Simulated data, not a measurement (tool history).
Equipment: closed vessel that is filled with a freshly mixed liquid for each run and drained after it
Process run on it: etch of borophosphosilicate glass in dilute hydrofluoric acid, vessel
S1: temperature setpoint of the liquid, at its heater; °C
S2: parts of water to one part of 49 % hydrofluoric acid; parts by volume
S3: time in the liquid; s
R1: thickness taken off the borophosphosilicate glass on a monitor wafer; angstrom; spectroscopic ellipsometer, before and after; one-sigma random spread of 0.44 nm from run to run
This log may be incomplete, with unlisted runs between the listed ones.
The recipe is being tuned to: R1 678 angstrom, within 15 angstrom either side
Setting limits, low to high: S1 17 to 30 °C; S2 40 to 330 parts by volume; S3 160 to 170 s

Run 1, hour 0: S1 22 °C, S2 185 parts by volume, S3 160 s. Result: R1 229.53 angstrom.
Run 2, hour 3.8: S1 22 °C, S2 185 parts by volume, S3 170 s. Result: R1 238.9 angstrom.
Run 3, hour 7: S1 20 °C, S2 185 parts by volume, S3 170 s. Result: R1 222.07 angstrom.
Run 4, hour 8.1: S1 23 °C, S2 155 parts by volume, S3 170 s. Result: R1 308.29 angstrom.
Run 5, hour 11.7: S1 25 °C, S2 130 parts by volume, S3 170 s. Result: R1 412.97 angstrom.
Run 6, hour 19: S1 25 °C, S2 130 parts by volume, S3 160 s. Result: R1 390.29 angstrom.
Run 7, hour 25.9: S1 29 °C, S2 60 parts by volume, S3 160 s. Result: R1 1086.6 angstrom.
Run 8, hour 28.4: S1 25 °C, S2 60 parts by volume, S3 160 s. Result: R1 923.84 angstrom.
Run 9, hour 35.3: S1 22.5 °C, S2 65 parts by volume, S3 160 s. Result: R1 767.11 angstrom.
Run 10, hour 38.8: S1 21.5 °C, S2 65 parts by volume, S3 160 s. Result: R1 739.31 angstrom.
Run 11, hour 41.9: S1 20.5 °C, S2 65 parts by volume, S3 160 s. Result: R1 695.52 angstrom.

Below are 5 possible settings for the next run. Only one of them brings all results inside the allowed miss of their targets. Which is it?
Run A, hour 45: S1 19 °C, S2 70 parts by volume, S3 170 s. Result: R1 ?.
Run B, hour 45: S1 22.5 °C, S2 70 parts by volume, S3 160 s. Result: R1 ?.
Run C, hour 45: S1 17.5 °C, S2 60 parts by volume, S3 160 s. Result: R1 ?.
Run D, hour 45: S1 20 °C, S2 65 parts by volume, S3 165 s. Result: R1 ?.
Run E, hour 45: S1 20.5 °C, S2 70 parts by volume, S3 160 s. Result: R1 ?.

move      R1
   A  649.97
   B  707.14
   C  677.96
   D  712.96
   E  651.28
A: carries the result that was furthest off beyond its target, to the other side
B: further off than the last run
C: every result lands within tolerance
D: further off than the last run
E: carries the result that was furthest off beyond its target, to the other side
Answer: C
